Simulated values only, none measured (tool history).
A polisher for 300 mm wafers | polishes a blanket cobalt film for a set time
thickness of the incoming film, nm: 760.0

run	hour	flow of slurry (ml/min)	pressure of the wafer on the pad (psi)	speed of the pad under the wafer (m/s)	polishing time (s)	film removed (angstrom)
1	0.0	240	1.9	1.02	26	1053.4
2	1.8	265	1.9	1.02	26	1074.8
3	2.5	265	2.1	1.04	26	1206.9
4	10.8	265	2.3	1.06	26	1330.2
5	16.7	265	2.4	1.10	26	1416.4
6	17.9	265	2.0	1.10	26	1193.1

Run 7 comes next. What will it give?
7	22.9	265	2.2	1.14	26	?

Run 7 gave film removed (angstrom) 1352.3.
